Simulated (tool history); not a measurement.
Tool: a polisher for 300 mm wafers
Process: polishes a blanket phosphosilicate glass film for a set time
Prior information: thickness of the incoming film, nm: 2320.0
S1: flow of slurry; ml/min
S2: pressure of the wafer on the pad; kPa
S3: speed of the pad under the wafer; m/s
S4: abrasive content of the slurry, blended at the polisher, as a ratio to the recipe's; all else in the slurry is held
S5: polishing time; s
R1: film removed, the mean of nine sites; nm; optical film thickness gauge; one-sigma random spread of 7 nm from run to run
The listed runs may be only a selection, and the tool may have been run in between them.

run 1 hour=0 | S1=310 S2=26.9 S3=1 S4=1 S5=106 | R1=925.19
run 2 hour=6.1 | S1=310 S2=22.8 S3=0.96 S4=1 S5=106 | R1=770.67
run 3 hour=12.1 | S1=310 S2=22.8 S3=0.96 S4=0.9 S5=106 | R1=728.89
run 4 hour=16.8 | S1=310 S2=20 S3=0.94 S4=0.9 S5=106 | R1=619.47
run 5 hour=25.2 | S1=310 S2=20 S3=0.8 S4=0.9 S5=106 | R1=563.18
run 6 hour=26.9 | S1=310 S2=20 S3=0.8 S4=0.9 S5=111 | R1=588.14

Expected results for the next run?
run 7 hour=32 | S1=310 S2=19.3 S3=0.8 S4=0.9 S5=111 | R1=?

{"run 7": {"R1": 562.45}}
